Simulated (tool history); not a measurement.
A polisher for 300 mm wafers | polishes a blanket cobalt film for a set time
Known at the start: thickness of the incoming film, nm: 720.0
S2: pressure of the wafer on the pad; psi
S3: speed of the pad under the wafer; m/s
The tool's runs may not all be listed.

{"run": 1, "hour": 0.0, "flow of slurry (ml/min)": 130, "S2": 2.4, "S3": 0.9, "polishing time (s)": 32, "film removed (angstrom)": 1804.4}
{"run": 2, "hour": 7.9, "flow of slurry (ml/min)": 100, "S2": 2.4, "S3": 0.9, "polishing time (s)": 32, "film removed (angstrom)": 1683.5}
{"run": 3, "hour": 15.8, "flow of slurry (ml/min)": 95, "S2": 2.3, "S3": 0.9, "polishing time (s)": 32, "film removed (angstrom)": 1619.9}
{"run": 4, "hour": 23.2, "flow of slurry (ml/min)": 95, "S2": 2.3, "S3": 0.76, "polishing time (s)": 32, "film removed (angstrom)": 1342.3}
{"run": 5, "hour": 27.5, "flow of slurry (ml/min)": 105, "S2": 2.3, "S3": 0.76, "polishing time (s)": 32, "film removed (angstrom)": 1383.4}
{"run": 6, "hour": 36.4, "flow of slurry (ml/min)": 105, "S2": 2.3, "S3": 0.9, "polishing time (s)": 32, "film removed (angstrom)": 1659.1}
{"run": 7, "hour": 43.5, "flow of slurry (ml/min)": 90, "S2": 2, "S3": 0.9, "polishing time (s)": 32, "film removed (angstrom)": 1398.2}

Expected results for the next run?
{"run": 8, "hour": 46.4, "flow of slurry (ml/min)": 95, "S2": 2, "S3": 0.9, "polishing time (s)": 32, "film removed (angstrom)": "?"}

{"run 8": {"film removed (angstrom)": 1384.1}}
